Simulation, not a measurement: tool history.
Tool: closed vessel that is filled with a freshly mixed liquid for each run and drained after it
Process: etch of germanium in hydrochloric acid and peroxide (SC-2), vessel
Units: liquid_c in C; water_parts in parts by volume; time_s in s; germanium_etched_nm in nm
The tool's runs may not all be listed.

{"run": 1, "day": 0.0, "liquid_c": 61, "water_parts": 10, "time_s": 35, "germanium_etched_nm": 109.08}
{"run": 2, "day": 0.121, "liquid_c": 61, "water_parts": 13, "time_s": 35, "germanium_etched_nm": 104.73}
{"run": 3, "day": 0.179, "liquid_c": 64, "water_parts": 13, "time_s": 35, "germanium_etched_nm": 114.12}
{"run": 4, "day": 0.35, "liquid_c": 64, "water_parts": 13, "time_s": 35, "germanium_etched_nm": 114.33}
{"run": 5, "day": 0.708, "liquid_c": 70, "water_parts": 13, "time_s": 35, "germanium_etched_nm": 135.32}
{"run": 6, "day": 1.071, "liquid_c": 70, "water_parts": 13, "time_s": 35, "germanium_etched_nm": 134.56}

Forecast run 7:
{"run": 7, "day": 1.217, "liquid_c": 62, "water_parts": 14, "time_s": 35, "germanium_etched_nm": "?"}

{"run 7": {"germanium_etched_nm": 107.44}}

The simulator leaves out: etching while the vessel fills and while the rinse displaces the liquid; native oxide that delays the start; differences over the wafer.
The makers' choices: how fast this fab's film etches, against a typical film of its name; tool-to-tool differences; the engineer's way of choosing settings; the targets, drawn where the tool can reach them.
